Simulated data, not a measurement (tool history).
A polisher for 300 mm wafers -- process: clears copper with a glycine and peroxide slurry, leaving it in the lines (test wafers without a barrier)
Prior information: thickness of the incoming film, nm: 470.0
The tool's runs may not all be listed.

| run | hour | flow of slurry (ml/min) | pressure of the wafer on the pad (psi) | speed of the pad under the wafer (m/s) | overpolish time after the end point (s) | time until the end point was called (s) | dishing of a wide line in a test structure (Å) |
|---|---|---|---|---|---|---|---|
| 1 | 0.0 | 130 | 2.0 | 0.86 | 12 | 136.61 | 334.11 |
| 2 | 1.7 | 130 | 2.0 | 0.86 | 17 | 133.90 | 443.64 |
| 3 | 4.5 | 130 | 1.9 | 0.86 | 16 | 136.40 | 415.81 |
| 4 | 12.3 | 145 | 1.9 | 0.86 | 16 | 135.95 | 430.48 |
| 5 | 16.7 | 130 | 1.9 | 0.86 | 16 | 140.91 | 429.13 |
| 6 | 19.7 | 105 | 1.9 | 0.86 | 16 | 148.98 | 407.64 |
| 7 | 22.7 | 105 | 1.8 | 0.84 | 15 | 154.04 | 370.99 |

What will run 8 give?
| 8 | 25.9 | 105 | 1.2 | 0.76 | 11 | ? | ? |

Logged for run 8: time until the end point was called (s) 206.24, dishing of a wide line in a test structure (Å) 209.74.
